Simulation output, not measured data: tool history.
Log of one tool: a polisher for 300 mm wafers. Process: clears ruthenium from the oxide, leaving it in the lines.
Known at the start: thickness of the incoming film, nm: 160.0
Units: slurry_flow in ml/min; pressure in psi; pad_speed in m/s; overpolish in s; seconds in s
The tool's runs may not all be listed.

run    day  slurry_flow  pressure  pad_speed  overpolish  seconds
  1      0          310       2.7       1.08          20    81.66
  2  0.254          310       2.6       1.08          20   85.172
  3  0.471          355       2.6       1.08          20   83.717
  4  0.679          390       2.6       1.08          20   82.863
  5  0.896          390       2.5       1.08          20   86.944
  6  1.108          390       1.9       1.08          20      105
  7  1.454          390       1.8       1.08          20   108.61

The next listed run, before its measurement:
  8  1.588          390       1.7       1.08          20        ?

Run 8 gave seconds 112.82 s.
